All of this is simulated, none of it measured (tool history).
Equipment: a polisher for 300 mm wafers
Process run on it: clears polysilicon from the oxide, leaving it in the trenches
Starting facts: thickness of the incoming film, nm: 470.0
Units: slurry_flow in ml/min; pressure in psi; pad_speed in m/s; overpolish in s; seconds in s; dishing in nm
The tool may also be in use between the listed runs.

run	day	slurry_flow	pressure	pad_speed	overpolish	seconds	dishing
1	0	245	3.3	0.9	11	32.52	44.759
2	0.129	245	3.3	0.9	9	33.244	43.766
3	0.438	245	2.6	0.9	9	41.33	40.643
4	0.754	245	2.8	0.9	9	39.169	41.438
5	1.071	245	2.1	0.9	9	50.248	36.594
6	1.383	205	2.1	0.9	9	51.852	38.196
7	1.412	215	2.4	0.9	9	45.234	40.146
8	1.7	215	2.4	0.9	9	45.106	38.297

Run 9, settings as shown, results not yet in. Your forecast:
9	1.758	215	2.7	0.9	9	?	?

Run 9 produced seconds 41.122 s, dishing 40.158 nm.
